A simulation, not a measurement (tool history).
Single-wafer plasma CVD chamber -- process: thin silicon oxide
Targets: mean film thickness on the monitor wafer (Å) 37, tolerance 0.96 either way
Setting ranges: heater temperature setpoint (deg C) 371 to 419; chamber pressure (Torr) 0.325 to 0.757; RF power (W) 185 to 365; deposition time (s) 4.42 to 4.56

| run | hour | heater temperature setpoint (deg C) | chamber pressure (Torr) | RF power (W) | deposition time (s) | mean film thickness on the monitor wafer (Å) |
|---|---|---|---|---|---|---|
| 1 | 0 | 395 | 0.541 | 275 | 4.42 | 50.808 |
| 2 | 6 | 395 | 0.541 | 295 | 4.42 | 51.487 |
| 3 | 13.3 | 395 | 0.541 | 320 | 4.42 | 52.724 |
| 4 | 20.8 | 395 | 0.499 | 320 | 4.42 | 49.029 |
| 5 | 27.6 | 395 | 0.499 | 305 | 4.42 | 48.098 |
| 6 | 31.4 | 402 | 0.499 | 305 | 4.42 | 48.013 |
| 7 | 35.1 | 402 | 0.466 | 305 | 4.42 | 44.768 |
| 8 | 44 | 402 | 0.443 | 305 | 4.42 | 42.655 |
| 9 | 45.8 | 402 | 0.426 | 305 | 4.42 | 40.842 |
| 10 | 47.4 | 402 | 0.415 | 305 | 4.42 | 39.916 |
| 11 | 56 | 402 | 0.406 | 305 | 4.42 | 38.866 |
| 12 | 60.7 | 402 | 0.406 | 305 | 4.42 | 39.063 |
| 13 | 68.1 | 402 | 0.4 | 305 | 4.42 | 38.942 |

5 next moves are on the table. One of them brings every result within its allowed miss. Which?
| A | 75.5 | 394 | 0.4 | 305 | 4.56 | ? |
| B | 75.5 | 404 | 0.416 | 330 | 4.42 | ? |
| C | 75.5 | 408 | 0.43 | 295 | 4.56 | ? |
| D | 75.5 | 415 | 0.386 | 295 | 4.51 | ? |
| E | 75.5 | 406 | 0.452 | 280 | 4.45 | ? |

| move | mean film thickness on the monitor wafer (Å) |
|---|---|
| A | 39.875 |
| B | 40.928 |
| C | 41.969 |
| D | 37.059 |
| E | 42.411 |
A: further off than the last run
B: further off than the last run
C: further off than the last run
D: hits every target within its allowed miss
E: further off than the last run
The right move is D.
